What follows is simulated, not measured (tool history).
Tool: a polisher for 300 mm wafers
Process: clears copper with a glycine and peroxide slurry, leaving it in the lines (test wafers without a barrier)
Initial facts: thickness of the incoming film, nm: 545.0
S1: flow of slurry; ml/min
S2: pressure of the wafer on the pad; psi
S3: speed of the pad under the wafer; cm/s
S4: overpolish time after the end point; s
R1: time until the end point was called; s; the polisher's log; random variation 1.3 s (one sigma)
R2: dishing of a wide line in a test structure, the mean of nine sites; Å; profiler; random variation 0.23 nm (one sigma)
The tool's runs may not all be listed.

{"run": 1, "hour": 0.0, "S1": 320, "S2": 2.1, "S3": 126, "S4": 10, "R1": 88.567, "R2": 392.72}
{"run": 2, "hour": 8.9, "S1": 320, "S2": 1.8, "S3": 126, "S4": 10, "R1": 101.98, "R2": 355.19}
{"run": 3, "hour": 11.2, "S1": 320, "S2": 2.2, "S3": 126, "S4": 10, "R1": 86.652, "R2": 406.93}
{"run": 4, "hour": 11.8, "S1": 320, "S2": 2.1, "S3": 126, "S4": 9, "R1": 88.36, "R2": 362.65}
{"run": 5, "hour": 13.4, "S1": 320, "S2": 2, "S3": 126, "S4": 8, "R1": 92.44, "R2": 318.43}
{"run": 6, "hour": 14.0, "S1": 320, "S2": 2, "S3": 126, "S4": 4, "R1": 91.723, "R2": 172.48}
{"run": 7, "hour": 18.8, "S1": 320, "S2": 1.9, "S3": 126, "S4": 4, "R1": 96.987, "R2": 168.16}
{"run": 8, "hour": 20.1, "S1": 320, "S2": 1.6, "S3": 128, "S4": 9, "R1": 109.33, "R2": 304.04}

Estimate the outcome of run 9 from the log above:
{"run": 9, "hour": 25.5, "S1": 320, "S2": 1.6, "S3": 126, "S4": 7, "R1": "?", "R2": "?"}

For run 9 the tool returned R1 109.97 s, R2 242.26 Å.

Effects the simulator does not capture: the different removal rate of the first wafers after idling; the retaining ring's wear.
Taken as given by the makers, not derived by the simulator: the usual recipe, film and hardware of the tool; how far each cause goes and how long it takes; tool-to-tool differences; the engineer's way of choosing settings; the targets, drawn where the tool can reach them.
